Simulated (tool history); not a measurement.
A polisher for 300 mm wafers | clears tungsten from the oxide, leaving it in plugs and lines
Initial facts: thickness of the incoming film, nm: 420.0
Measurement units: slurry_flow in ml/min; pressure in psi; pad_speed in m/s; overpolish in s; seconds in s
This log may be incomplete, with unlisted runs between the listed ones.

{"run": 1, "day": 0.0, "slurry_flow": 260, "pressure": 4.3, "pad_speed": 1.16, "slurry_solids": 1, "overpolish": 8, "seconds": 69.463}
{"run": 2, "day": 0.312, "slurry_flow": 220, "pressure": 4.3, "pad_speed": 1.16, "slurry_solids": 1, "overpolish": 8, "seconds": 71.245}
{"run": 3, "day": 0.458, "slurry_flow": 220, "pressure": 4.3, "pad_speed": 1.16, "slurry_solids": 1, "overpolish": 8, "seconds": 70.599}
{"run": 4, "day": 0.733, "slurry_flow": 220, "pressure": 3.9, "pad_speed": 1.1, "slurry_solids": 1, "overpolish": 8, "seconds": 79.827}
{"run": 5, "day": 0.933, "slurry_flow": 220, "pressure": 3.5, "pad_speed": 1.02, "slurry_solids": 1, "overpolish": 8, "seconds": 94.672}
{"run": 6, "day": 1.079, "slurry_flow": 220, "pressure": 3.5, "pad_speed": 1.02, "slurry_solids": 0.95, "overpolish": 8, "seconds": 98.935}

Estimate the outcome of run 7 from the log above:
{"run": 7, "day": 1.354, "slurry_flow": 220, "pressure": 3.2, "pad_speed": 0.98, "slurry_solids": 0.95, "overpolish": 8, "seconds": "?"}

{"run 7": {"seconds": 113.22}}
